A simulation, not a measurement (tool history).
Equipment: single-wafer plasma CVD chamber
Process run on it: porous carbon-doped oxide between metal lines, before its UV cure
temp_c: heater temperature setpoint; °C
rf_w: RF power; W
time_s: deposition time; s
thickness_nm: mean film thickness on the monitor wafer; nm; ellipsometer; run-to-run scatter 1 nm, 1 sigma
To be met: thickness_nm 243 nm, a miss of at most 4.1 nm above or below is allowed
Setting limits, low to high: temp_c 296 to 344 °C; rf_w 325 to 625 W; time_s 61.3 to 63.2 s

run,hour,temp_c,rf_w,time_s,thickness_nm
1,0,320,475,61.3,291.38
2,8.7,326,460,61.3,273.63
3,12.1,326,460,63.2,284.19
4,19.6,326,460,63.2,283.29
5,22.4,326,500,63.2,301.76
6,31.3,326,555,63.2,326.42
7,36.7,331,515,63,296.65
8,44.4,335,490,62.9,282.69
9,47,337,465,62.8,269.83
10,54,337,465,62.8,266.78
11,54.8,339,455,62.7,256.91

Next run, 4 choices. One meets every target within its allowed miss, the rest don't. Which?
A,55.6,335,450,63.2,?
B,55.6,343,445,61.3,?
C,55.6,338,450,61.3,?
D,55.6,340,460,63.2,?

move,thickness_nm
A,263.69
B,243.46
C,252.07
D,262.1
A: its largest miss is bigger than the last run's
B: in spec on every target
C: closes in on the targets versus the last run, not all within tolerance yet
D: its largest miss is bigger than the last run's
B meets every target.
